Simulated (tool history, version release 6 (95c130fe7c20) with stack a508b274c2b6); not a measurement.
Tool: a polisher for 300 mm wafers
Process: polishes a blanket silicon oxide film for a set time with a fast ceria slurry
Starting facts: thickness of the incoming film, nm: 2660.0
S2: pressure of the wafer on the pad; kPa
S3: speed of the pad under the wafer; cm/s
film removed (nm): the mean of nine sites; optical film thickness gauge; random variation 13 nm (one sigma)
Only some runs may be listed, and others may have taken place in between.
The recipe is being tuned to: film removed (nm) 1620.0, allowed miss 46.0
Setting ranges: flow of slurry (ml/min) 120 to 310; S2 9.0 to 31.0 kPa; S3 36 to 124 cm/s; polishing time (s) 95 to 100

{"run": 1, "day": 0.0, "flow of slurry (ml/min)": 200, "S2": 20.0, "S3": 80, "polishing time (s)": 95, "film removed (nm)": 1137.9}
{"run": 2, "day": 0.062, "flow of slurry (ml/min)": 250, "S2": 20.0, "S3": 80, "polishing time (s)": 95, "film removed (nm)": 1155.4}
{"run": 3, "day": 0.208, "flow of slurry (ml/min)": 220, "S2": 20.0, "S3": 80, "polishing time (s)": 95, "film removed (nm)": 1150.0}
{"run": 4, "day": 0.533, "flow of slurry (ml/min)": 220, "S2": 21.4, "S3": 80, "polishing time (s)": 95, "film removed (nm)": 1215.9}
{"run": 5, "day": 0.8, "flow of slurry (ml/min)": 170, "S2": 21.4, "S3": 80, "polishing time (s)": 95, "film removed (nm)": 1165.7}
{"run": 6, "day": 1.158, "flow of slurry (ml/min)": 180, "S2": 22.8, "S3": 80, "polishing time (s)": 95, "film removed (nm)": 1250.2}
{"run": 7, "day": 1.479, "flow of slurry (ml/min)": 195, "S2": 28.3, "S3": 80, "polishing time (s)": 95, "film removed (nm)": 1521.9}
{"run": 8, "day": 1.788, "flow of slurry (ml/min)": 200, "S2": 29.0, "S3": 80, "polishing time (s)": 95, "film removed (nm)": 1573.6}

Which one of the following 5 next-run settings gets every result inside its allowed miss? There is exactly one.
{"run": "A", "day": 2.096, "flow of slurry (ml/min)": 215, "S2": 28.3, "S3": 82, "polishing time (s)": 97, "film removed (nm)": "?"}
{"run": "B", "day": 2.096, "flow of slurry (ml/min)": 205, "S2": 27.6, "S3": 76, "polishing time (s)": 98, "film removed (nm)": "?"}
{"run": "C", "day": 2.096, "flow of slurry (ml/min)": 150, "S2": 27.6, "S3": 86, "polishing time (s)": 95, "film removed (nm)": "?"}
{"run": "D", "day": 2.096, "flow of slurry (ml/min)": 190, "S2": 28.3, "S3": 80, "polishing time (s)": 97, "film removed (nm)": "?"}
{"run": "E", "day": 2.096, "flow of slurry (ml/min)": 215, "S2": 30.3, "S3": 74, "polishing time (s)": 96, "film removed (nm)": "?"}

move=A film_removed_(nm)=1580.5
move=B film_removed_(nm)=1442.9
move=C film_removed_(nm)=1507.6
move=D film_removed_(nm)=1519.1
move=E film_removed_(nm)=1507.9
A: each result inside its tolerance
B: the biggest miss grows against the last run
C: the biggest miss grows against the last run
D: the biggest miss grows against the last run
E: the biggest miss grows against the last run
Move A is the one to make.
